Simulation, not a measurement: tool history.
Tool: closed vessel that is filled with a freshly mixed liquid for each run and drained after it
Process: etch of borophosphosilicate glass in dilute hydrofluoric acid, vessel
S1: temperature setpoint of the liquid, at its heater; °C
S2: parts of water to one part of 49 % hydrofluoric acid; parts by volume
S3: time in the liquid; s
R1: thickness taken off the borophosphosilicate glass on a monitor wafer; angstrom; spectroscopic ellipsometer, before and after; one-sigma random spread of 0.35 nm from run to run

run  hour    S1   S2  S3      R1
  1   0.0  24.0  150  95  243.54
  2   2.6  26.5  145  95  285.16
  3  10.6  28.0  145  95  300.70
  4  18.7  28.0  165  95  260.94
  5  22.5  29.0  160  95  275.38
  6  25.0  30.0  155  95  299.74

What will run 7 give?
  7  32.4  30.5  150  95   ?

Run 7 measured R1 313.51 angstrom.

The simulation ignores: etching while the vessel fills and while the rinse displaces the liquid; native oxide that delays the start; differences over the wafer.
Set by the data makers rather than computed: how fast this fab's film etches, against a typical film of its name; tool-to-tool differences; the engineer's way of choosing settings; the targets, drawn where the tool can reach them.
